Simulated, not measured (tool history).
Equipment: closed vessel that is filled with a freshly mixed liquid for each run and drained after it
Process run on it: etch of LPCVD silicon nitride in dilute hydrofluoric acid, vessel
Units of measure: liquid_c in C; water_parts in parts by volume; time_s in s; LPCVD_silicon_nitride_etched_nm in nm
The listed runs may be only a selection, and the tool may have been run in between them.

run,hour,liquid_c,water_parts,time_s,LPCVD_silicon_nitride_etched_nm
1,0,23,95,495,3.0197
2,2.7,23,65,495,4.4175
3,11,25.5,65,495,5.2365
4,19.6,25.5,65,375,3.9661
5,23.3,25.5,40,375,6.4332
6,28.2,25.5,40,495,8.443
7,34.6,26,40,495,8.7488
8,41.1,26.5,40,495,9.0844
9,44.8,27,40,495,9.2945
10,48.1,27.5,40,495,9.7062

What will run 11 give?
11,57.4,28,40,495,?

{"run 11": {"LPCVD_silicon_nitride_etched_nm": 9.8591}}

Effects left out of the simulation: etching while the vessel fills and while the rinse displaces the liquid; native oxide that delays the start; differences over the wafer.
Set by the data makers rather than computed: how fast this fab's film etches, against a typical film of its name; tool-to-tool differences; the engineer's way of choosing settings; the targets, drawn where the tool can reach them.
